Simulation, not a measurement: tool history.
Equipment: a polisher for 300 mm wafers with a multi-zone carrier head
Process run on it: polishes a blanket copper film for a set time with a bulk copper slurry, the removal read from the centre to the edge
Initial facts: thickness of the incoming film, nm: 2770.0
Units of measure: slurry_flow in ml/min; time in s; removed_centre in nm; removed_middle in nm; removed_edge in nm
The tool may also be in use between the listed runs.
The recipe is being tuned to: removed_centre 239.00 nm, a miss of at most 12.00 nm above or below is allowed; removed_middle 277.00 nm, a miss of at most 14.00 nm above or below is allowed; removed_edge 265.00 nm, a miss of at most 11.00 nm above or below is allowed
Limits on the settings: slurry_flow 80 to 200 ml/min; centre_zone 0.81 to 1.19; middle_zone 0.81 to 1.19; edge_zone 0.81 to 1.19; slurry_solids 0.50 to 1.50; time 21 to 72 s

run,hour,slurry_flow,centre_zone,middle_zone,edge_zone,slurry_solids,time,removed_centre,removed_middle,removed_edge
1,0.0,130,1.00,1.00,1.00,1.00,46,395.49,396.10,399.38
2,4.1,125,0.98,1.00,0.98,0.90,44,354.78,375.33,368.04
3,12.2,120,0.97,0.99,0.97,0.80,42,334.77,345.40,331.98
4,18.3,115,0.94,0.98,0.97,0.75,41,304.51,322.01,321.54
5,20.9,115,0.94,1.05,0.97,0.75,41,309.31,340.17,323.82
6,28.5,115,0.97,1.05,0.97,0.75,41,317.82,346.72,322.14
7,33.7,110,0.95,1.04,0.96,0.70,40,292.34,322.73,309.76
8,42.0,110,0.94,1.04,0.95,0.65,39,274.08,303.91,286.37

Below are 5 possible settings for the next run. Only one of them brings all results inside the allowed miss of their targets. Which is it?
A,50.3,85,1.02,0.85,1.08,0.60,45,?,?,?
B,50.3,85,1.10,1.12,0.97,0.65,45,?,?,?
C,50.3,115,1.13,1.01,0.89,0.50,42,?,?,?
D,50.3,95,0.88,1.04,0.93,0.50,39,?,?,?
E,50.3,105,0.92,0.93,0.97,0.85,41,?,?,?

move,removed_centre,removed_middle,removed_edge
A,304.74,271.88,331.78
B,328.92,348.82,322.39
C,332.22,311.41,294.82
D,239.36,279.61,267.16
E,302.91,310.50,328.21
A: misses by more than the last run did
B: misses by more than the last run did
C: misses by more than the last run did
D: meets every target
E: misses by more than the last run did
So the answer is move D, the one that meets all the targets.
